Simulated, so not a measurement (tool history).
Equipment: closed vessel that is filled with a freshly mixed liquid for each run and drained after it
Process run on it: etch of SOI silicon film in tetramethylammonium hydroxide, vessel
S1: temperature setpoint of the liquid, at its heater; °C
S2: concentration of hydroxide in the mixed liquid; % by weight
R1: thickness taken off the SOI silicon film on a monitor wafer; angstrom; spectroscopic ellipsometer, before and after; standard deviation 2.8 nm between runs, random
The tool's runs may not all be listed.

Run 1, day 0: S1 60 °C, S2 16 % by weight, time in the liquid (s) 100. Result: R1 3150.5 angstrom.
Run 2, day 0.146: S1 60.5 °C, S2 16 % by weight, time in the liquid (s) 100. Result: R1 3220.3 angstrom.
Run 3, day 0.279: S1 60.5 °C, S2 16 % by weight, time in the liquid (s) 110. Result: R1 3559.4 angstrom.
Run 4, day 0.338: S1 60.5 °C, S2 16 % by weight, time in the liquid (s) 110. Result: R1 3544.9 angstrom.
Run 5, day 0.396: S1 58 °C, S2 16 % by weight, time in the liquid (s) 110. Result: R1 3044.4 angstrom.
Run 6, day 0.521: S1 58.5 °C, S2 16 % by weight, time in the liquid (s) 110. Result: R1 3123.9 angstrom.
Run 7, day 0.596: S1 59 °C, S2 16 % by weight, time in the liquid (s) 110. Result: R1 3236.6 angstrom.
Run 8, day 0.858: S1 59.5 °C, S2 16 % by weight, time in the liquid (s) 110. Result: R1 3334.6 angstrom.
Run 9, day 1.179: S1 60 °C, S2 16 % by weight, time in the liquid (s) 110. Result: R1 3440.7 angstrom.
Run 10, day 1.2: S1 60 °C, S2 16 % by weight, time in the liquid (s) 110. Result: R1 3474.3 angstrom.

The next listed run, before its measurement:
Run 11, day 1.558: S1 60.5 °C, S2 16 % by weight, time in the liquid (s) 110. Result: R1 ?.

{"run 11": {"R1": 3547.8}}
